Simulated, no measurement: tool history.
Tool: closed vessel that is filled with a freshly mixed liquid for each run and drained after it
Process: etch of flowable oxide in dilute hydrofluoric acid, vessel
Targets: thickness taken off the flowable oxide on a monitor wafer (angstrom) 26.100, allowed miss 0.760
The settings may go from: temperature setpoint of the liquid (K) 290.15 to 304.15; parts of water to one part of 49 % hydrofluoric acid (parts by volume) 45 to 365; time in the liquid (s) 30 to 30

run  hour  temperature setpoint of the liquid (K)  parts of water to one part of 49 % hydrofluoric acid (parts by volume)  time in the liquid (s)  thickness taken off the flowable oxide on a monitor wafer (angstrom)
  1   0.0                                  296.15                                                                     205                      30                                                                34.362
  2   6.3                                  299.15                                                                     205                      30                                                                39.264
  3  14.2                                  301.65                                                                     205                      30                                                                42.672
  4  15.7                                  299.15                                                                     210                      30                                                                38.125
  5  22.0                                  297.15                                                                     210                      30                                                                35.267
  6  31.0                                  300.15                                                                     210                      30                                                                39.185
  7  37.2                                  298.15                                                                     215                      30                                                                35.530
  8  44.7                                  296.15                                                                     215                      30                                                                33.471
  9  49.5                                  294.65                                                                     220                      30                                                                29.853
     54.1  -- thermometer replaced
 10  54.1                                  293.65                                                                     220                      30                                                                31.017
 11  62.0                                  293.65                                                                     220                      30                                                                31.500
 12  64.0                                  293.15                                                                     225                      30                                                                30.097
 13  68.0                                  292.65                                                                     230                      30                                                                28.715
 14  72.9                                  292.15                                                                     230                      30                                                                28.392
 15  74.9                                  291.65                                                                     230                      30                                                                27.448
 16  77.6                                  291.15                                                                     230                      30                                                                27.332

4 next moves are on the table. One of them brings every result within its allowed miss. Which?
  A  80.3                                  291.15                                                                     220                      30                                                                     ?
  B  80.3                                  290.65                                                                     220                      30                                                                     ?
  C  80.3                                  292.15                                                                     225                      30                                                                     ?
  D  80.3                                  290.15                                                                     230                      30                                                                     ?

move  thickness taken off the flowable oxide on a monitor wafer (angstrom)
   A                                                                28.492
   B                                                                27.940
   C                                                                28.826
   D                                                                25.971
A: further off than the last run
B: further off than the last run
C: further off than the last run
D: meets every target
The right move is D.
